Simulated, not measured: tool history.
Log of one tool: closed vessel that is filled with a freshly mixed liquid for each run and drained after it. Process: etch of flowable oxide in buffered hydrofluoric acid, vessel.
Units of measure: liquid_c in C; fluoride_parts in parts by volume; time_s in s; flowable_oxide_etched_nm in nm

run  hour  liquid_c  fluoride_parts  time_s  flowable_oxide_etched_nm
  1   0.0      22.0             9.0      90                    314.09
  2   5.4      22.0             9.0      90                    310.67
  3   8.2      22.0            10.0      90                    291.65
  4  16.5      23.0            10.0      90                    311.52
  5  18.1      24.0            10.0      90                    324.28
  6  24.8      25.0            10.0      90                    345.38
  7  33.1      25.5            10.0      90                    353.60

Forecast run 8:
  8  35.3      26.0            10.0      90                         ?

flowable_oxide_etched_nm: 365.26 nm

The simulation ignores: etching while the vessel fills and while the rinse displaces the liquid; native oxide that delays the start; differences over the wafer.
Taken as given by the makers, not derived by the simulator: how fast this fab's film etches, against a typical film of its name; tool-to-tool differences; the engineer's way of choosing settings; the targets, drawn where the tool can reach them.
